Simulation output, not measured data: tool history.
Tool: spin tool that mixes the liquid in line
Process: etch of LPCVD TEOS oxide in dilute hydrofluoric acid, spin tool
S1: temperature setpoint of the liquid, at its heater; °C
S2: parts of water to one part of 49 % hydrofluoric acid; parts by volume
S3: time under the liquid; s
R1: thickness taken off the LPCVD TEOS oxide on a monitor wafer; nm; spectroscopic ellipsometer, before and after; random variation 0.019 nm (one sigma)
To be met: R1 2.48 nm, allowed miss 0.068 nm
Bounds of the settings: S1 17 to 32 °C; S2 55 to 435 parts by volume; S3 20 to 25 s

run,day,S1,S2,S3,R1
1,0,24,245,25,3.8566
2,0.288,22,260,25,3.3406
3,0.367,20.5,270,25,3.0868
4,0.392,19.5,280,25,2.7868
5,0.421,19.5,280,25,2.8076
6,0.733,19.5,280,25,2.777
7,1.104,19,280,25,2.719
8,1.246,18.5,280,25,2.6884
9,1.608,18,280,25,2.6073

5 next moves are on the table. One of them brings every result within its allowed miss. Which?
A,1.971,18,245,20,?
B,1.971,17,215,20,?
C,1.971,20,245,20,?
D,1.971,18.5,265,25,?
E,1.971,18.5,275,25,?

move,R1
A,2.5079
B,2.8236
C,2.7063
D,2.9019
E,2.7717
A: meets every target
B: further off than the last run
C: further off than the last run
D: further off than the last run
E: further off than the last run
The right move is A.
